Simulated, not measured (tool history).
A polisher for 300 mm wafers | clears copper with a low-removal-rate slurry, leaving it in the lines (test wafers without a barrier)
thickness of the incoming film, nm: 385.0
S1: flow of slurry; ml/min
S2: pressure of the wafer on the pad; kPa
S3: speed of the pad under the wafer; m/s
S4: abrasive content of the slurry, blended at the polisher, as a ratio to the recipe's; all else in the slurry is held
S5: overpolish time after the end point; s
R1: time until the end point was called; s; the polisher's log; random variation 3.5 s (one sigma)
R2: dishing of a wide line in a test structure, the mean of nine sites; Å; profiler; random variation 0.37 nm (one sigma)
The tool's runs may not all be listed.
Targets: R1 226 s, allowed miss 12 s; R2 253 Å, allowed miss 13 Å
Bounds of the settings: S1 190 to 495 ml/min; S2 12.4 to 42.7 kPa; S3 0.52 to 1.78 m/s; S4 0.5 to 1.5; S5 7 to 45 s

run,hour,S1,S2,S3,S4,S5,R1,R2
1,0,320,27.6,1.14,1,23,88.234,468.9
2,3.2,320,23.4,1.02,1,22,115.02,391
3,10.1,320,20.7,0.94,1,22,141.3,339.19
4,18.3,320,26.9,0.94,1,22,106.87,411.41
5,20.7,320,26.9,0.94,1,27,107.76,459.33
6,26.6,320,21.4,0.94,1,27,133.86,389.44
7,34.6,320,19.3,0.88,1,26,153,336.89
8,35.7,320,17.2,0.84,1,26,180.91,309.14
9,42.7,320,15.9,0.84,1,25,193.88,285.48
10,48.9,320,15.2,0.84,1,25,204.18,274.37

4 next moves are on the table. One of them brings every result within its allowed miss. Which?
A,55.1,365,14.5,0.7,0.9,28,?,?
B,55.1,260,13.1,0.84,1.2,25,?,?
C,55.1,340,17.2,0.9,0.95,19,?,?
D,55.1,345,15.9,0.82,1.05,21,?,?

move,R1,R2
A,265.58,249.23
B,232.07,251.63
C,175.1,257.33
D,201.32,248.58
A: takes the result that was furthest off past its target
B: meets every target
C: further off than the last run
D: further off than the last run
Answer: B
